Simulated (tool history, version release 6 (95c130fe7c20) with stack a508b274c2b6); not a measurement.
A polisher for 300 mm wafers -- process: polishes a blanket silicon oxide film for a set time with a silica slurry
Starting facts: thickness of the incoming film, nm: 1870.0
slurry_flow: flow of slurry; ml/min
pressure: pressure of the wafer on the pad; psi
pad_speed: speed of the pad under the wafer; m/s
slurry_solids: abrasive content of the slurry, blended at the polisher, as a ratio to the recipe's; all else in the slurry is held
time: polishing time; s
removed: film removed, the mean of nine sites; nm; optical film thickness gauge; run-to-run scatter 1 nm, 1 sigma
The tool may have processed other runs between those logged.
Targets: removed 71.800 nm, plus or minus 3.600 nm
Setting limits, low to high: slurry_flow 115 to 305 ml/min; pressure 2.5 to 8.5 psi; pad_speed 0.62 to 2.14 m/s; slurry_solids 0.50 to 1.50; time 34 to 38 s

| run | hour | slurry_flow | pressure | pad_speed | slurry_solids | time | removed |
|---|---|---|---|---|---|---|---|
| 1 | 0.0 | 195 | 5.5 | 1.38 | 1.00 | 38 | 159.740 |
| 2 | 2.9 | 195 | 5.1 | 1.32 | 1.00 | 38 | 144.240 |
| 3 | 5.0 | 195 | 5.1 | 1.32 | 1.00 | 38 | 143.860 |
| 4 | 13.9 | 195 | 6.4 | 1.32 | 1.00 | 38 | 176.590 |
|  | 20.8 | slurry nozzle cleaned |
| 5 | 20.8 | 195 | 6.4 | 1.32 | 1.00 | 38 | 186.100 |
| 6 | 24.9 | 195 | 6.4 | 1.60 | 1.00 | 38 | 219.710 |
| 7 | 28.3 | 195 | 5.9 | 1.52 | 1.00 | 38 | 199.590 |
| 8 | 35.6 | 195 | 5.5 | 1.46 | 1.00 | 38 | 178.490 |
| 9 | 44.4 | 195 | 4.0 | 1.08 | 0.90 | 37 | 101.860 |
| 10 | 49.2 | 195 | 3.8 | 1.06 | 0.90 | 37 | 96.460 |
| 11 | 56.5 | 195 | 3.6 | 1.04 | 0.90 | 37 | 89.070 |

Pick the move, out of 5, that brings all results within their allowed miss; only one does.
| A | 63.8 | 195 | 3.2 | 1.04 | 0.70 | 37 | ? |
| B | 63.8 | 210 | 3.7 | 0.62 | 1.10 | 34 | ? |
| C | 63.8 | 205 | 3.7 | 0.92 | 0.95 | 38 | ? |
| D | 63.8 | 175 | 4.8 | 0.98 | 0.90 | 38 | ? |
| E | 63.8 | 165 | 5.4 | 1.22 | 0.65 | 38 | ? |

| move | removed |
|---|---|
| A | 71.127 |
| B | 65.393 |
| C | 91.836 |
| D | 110.010 |
| E | 110.310 |
A: every result lands within tolerance
B: pushes the last run's worst result past its target
C: misses by more than the last run did
D: misses by more than the last run did
E: misses by more than the last run did
Go with A: it meets all targets.
